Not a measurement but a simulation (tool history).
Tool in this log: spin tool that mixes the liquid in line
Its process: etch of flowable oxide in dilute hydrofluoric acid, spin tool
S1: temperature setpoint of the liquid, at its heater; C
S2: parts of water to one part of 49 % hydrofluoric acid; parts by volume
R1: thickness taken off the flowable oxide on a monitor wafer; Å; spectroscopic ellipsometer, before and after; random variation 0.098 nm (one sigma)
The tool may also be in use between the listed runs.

Run 1, hour 0: S1 23 C, S2 170 parts by volume, time under the liquid (s) 60. Result: R1 161.34 Å.
Run 2, hour 7.8: S1 23 C, S2 145 parts by volume, time under the liquid (s) 60. Result: R1 195.4 Å.
Run 3, hour 12.7: S1 21.5 C, S2 150 parts by volume, time under the liquid (s) 60. Result: R1 176.31 Å.
Run 4, hour 18.3: S1 25 C, S2 150 parts by volume, time under the liquid (s) 60. Result: R1 199.82 Å.
Run 5, hour 26.8: S1 25 C, S2 105 parts by volume, time under the liquid (s) 60. Result: R1 303.2 Å.
Run 6, hour 30.9: S1 25 C, S2 55 parts by volume, time under the liquid (s) 60. Result: R1 614.62 Å.
Run 7, hour 37.5: S1 23 C, S2 90 parts by volume, time under the liquid (s) 60. Result: R1 330.23 Å.
Run 8, hour 43.7: S1 19 C, S2 120 parts by volume, time under the liquid (s) 60. Result: R1 204.91 Å.

Expected results for the next run?
Run 9, hour 45.3: S1 18.5 C, S2 130 parts by volume, time under the liquid (s) 60. Result: R1 ?.

Run 9 came out at R1 186.03 Å.
